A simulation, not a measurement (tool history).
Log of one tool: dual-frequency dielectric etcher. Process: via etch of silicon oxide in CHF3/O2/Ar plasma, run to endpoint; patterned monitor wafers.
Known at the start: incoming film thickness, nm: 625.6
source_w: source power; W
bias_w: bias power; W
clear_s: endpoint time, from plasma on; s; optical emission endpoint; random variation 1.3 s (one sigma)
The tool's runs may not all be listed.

run	hour	source_w	bias_w	clear_s
1	0.0	710	127	329.28
2	8.8	670	126	342.44
3	15.9	650	126	349.49
4	20.9	590	126	367.30
5	29.6	510	126	405.70
6	30.4	510	117	410.94
# hour 37.2: source power generator calibrated
7	37.2	560	117	393.72
8	42.9	590	117	379.41
9	51.4	610	117	374.89

Run 10 comes next. What will it give?
10	60.0	630	117	?

{"run 10": {"clear_s": 366.23}}

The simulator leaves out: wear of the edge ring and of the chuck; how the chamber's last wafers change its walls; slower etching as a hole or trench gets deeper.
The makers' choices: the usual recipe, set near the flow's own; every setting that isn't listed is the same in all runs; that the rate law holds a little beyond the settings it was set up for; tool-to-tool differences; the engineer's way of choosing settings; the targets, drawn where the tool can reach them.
